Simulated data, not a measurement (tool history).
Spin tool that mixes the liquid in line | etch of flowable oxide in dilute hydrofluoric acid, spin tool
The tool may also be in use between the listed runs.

run	hour	temperature setpoint of the liquid (C)	parts of water to one part of 49 % hydrofluoric acid (parts by volume)	time under the liquid (s)	thickness taken off the flowable oxide on a monitor wafer (nm)
1	0.0	22.0	70	15	6.2683
2	1.8	22.0	45	15	10.1220
3	7.1	23.0	45	15	10.5480
4	11.1	25.5	45	15	11.7070
5	17.8	23.0	45	15	10.5520
6	23.7	23.0	45	15	10.6150
7	28.6	23.5	45	15	10.7310
8	36.7	24.0	45	15	11.1610
9	45.7	24.5	45	15	11.1150
10	51.4	25.0	45	15	11.3030
11	54.3	25.5	45	15	11.6460

Run 12 comes next. What will it give?
12	59.9	26.0	45	15	?

{"run 12": {"thickness taken off the flowable oxide on a monitor wafer (nm)": 11.872}}

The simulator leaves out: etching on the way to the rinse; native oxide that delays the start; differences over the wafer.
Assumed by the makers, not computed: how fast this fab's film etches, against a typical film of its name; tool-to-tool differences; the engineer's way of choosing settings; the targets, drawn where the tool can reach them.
